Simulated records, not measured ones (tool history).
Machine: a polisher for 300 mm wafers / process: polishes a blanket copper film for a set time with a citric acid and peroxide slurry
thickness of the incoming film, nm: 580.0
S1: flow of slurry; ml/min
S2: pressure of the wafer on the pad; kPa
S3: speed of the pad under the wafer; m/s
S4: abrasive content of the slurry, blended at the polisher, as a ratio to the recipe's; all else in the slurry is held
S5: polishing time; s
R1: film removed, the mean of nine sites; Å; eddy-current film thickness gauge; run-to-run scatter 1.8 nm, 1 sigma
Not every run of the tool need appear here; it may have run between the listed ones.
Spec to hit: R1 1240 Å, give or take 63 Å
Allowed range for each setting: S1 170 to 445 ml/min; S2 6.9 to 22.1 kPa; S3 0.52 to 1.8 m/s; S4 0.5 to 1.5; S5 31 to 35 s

{"run": 1, "hour": 0.0, "S1": 285, "S2": 14.5, "S3": 1.16, "S4": 1, "S5": 35, "R1": 745.73}
{"run": 2, "hour": 1.3, "S1": 285, "S2": 15.9, "S3": 1.16, "S4": 1, "S5": 35, "R1": 792.9}
{"run": 3, "hour": 9.9, "S1": 285, "S2": 16.5, "S3": 1.18, "S4": 1, "S5": 35, "R1": 824.15}
{"run": 4, "hour": 11.5, "S1": 285, "S2": 16.5, "S3": 1.36, "S4": 1, "S5": 35, "R1": 950.21}
{"run": 5, "hour": 17.1, "S1": 285, "S2": 17.2, "S3": 1.36, "S4": 1, "S5": 35, "R1": 992.11}
{"run": 6, "hour": 26.0, "S1": 285, "S2": 17.9, "S3": 1.36, "S4": 1, "S5": 35, "R1": 1024.5}
{"run": 7, "hour": 33.2, "S1": 285, "S2": 18.6, "S3": 1.36, "S4": 1, "S5": 35, "R1": 1055.8}
{"run": 8, "hour": 40.5, "S1": 285, "S2": 18.6, "S3": 1.36, "S4": 1, "S5": 35, "R1": 1036.7}

Which single option among these 5 for the next run brings every result within its allowed miss of target? Just one does.
{"run": "A", "hour": 47.8, "S1": 295, "S2": 20.7, "S3": 1.6, "S4": 1.05, "S5": 35, "R1": "?"}
{"run": "B", "hour": 47.8, "S1": 190, "S2": 19.3, "S3": 1.76, "S4": 1.1, "S5": 35, "R1": "?"}
{"run": "C", "hour": 47.8, "S1": 270, "S2": 20, "S3": 1.66, "S4": 1.1, "S5": 35, "R1": "?"}
{"run": "D", "hour": 47.8, "S1": 320, "S2": 20, "S3": 1.7, "S4": 0.85, "S5": 35, "R1": "?"}
{"run": "E", "hour": 47.8, "S1": 265, "S2": 20, "S3": 1.52, "S4": 0.95, "S5": 35, "R1": "?"}

move=A R1=1368.9
move=B R1=1382.1
move=C R1=1386.4
move=D R1=1354.1
move=E R1=1226.5
A: moves the result that the last run missed by most past its target, out the other side
B: moves the result that the last run missed by most past its target, out the other side
C: moves the result that the last run missed by most past its target, out the other side
D: moves the result that the last run missed by most past its target, out the other side
E: every result within its allowed miss
E is the move that brings every result within its allowed miss.

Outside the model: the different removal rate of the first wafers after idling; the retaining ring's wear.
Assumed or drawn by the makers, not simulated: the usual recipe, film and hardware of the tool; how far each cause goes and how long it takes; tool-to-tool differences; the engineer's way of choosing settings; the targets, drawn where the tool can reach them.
